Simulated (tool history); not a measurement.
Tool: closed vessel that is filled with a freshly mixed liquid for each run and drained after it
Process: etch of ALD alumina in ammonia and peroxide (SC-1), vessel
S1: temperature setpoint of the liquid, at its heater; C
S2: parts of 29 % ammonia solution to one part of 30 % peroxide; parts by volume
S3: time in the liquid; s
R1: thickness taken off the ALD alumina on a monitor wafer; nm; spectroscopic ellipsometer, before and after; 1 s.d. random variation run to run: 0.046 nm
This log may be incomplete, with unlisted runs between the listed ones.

| run | hour | S1 | S2 | S3 | R1 |
|---|---|---|---|---|---|
| 1 | 0.0 | 48.0 | 0.55 | 115 | 6.5578 |
| 2 | 2.0 | 48.0 | 0.55 | 125 | 7.1361 |
| 3 | 4.0 | 48.0 | 0.55 | 125 | 7.1371 |
| 4 | 12.3 | 48.0 | 0.55 | 115 | 6.5947 |
| 5 | 19.1 | 41.0 | 0.55 | 115 | 4.3943 |
| 6 | 22.2 | 45.0 | 0.55 | 115 | 5.5029 |
| 7 | 24.7 | 47.5 | 0.55 | 115 | 6.4086 |
|  | 25.9 | ammonia flow meter replaced |
| 8 | 25.9 | 49.0 | 0.55 | 115 | 6.8616 |

Predict the results of run 9:
| 9 | 30.7 | 49.0 | 0.55 | 115 | ? |

R1: 6.8767 nm
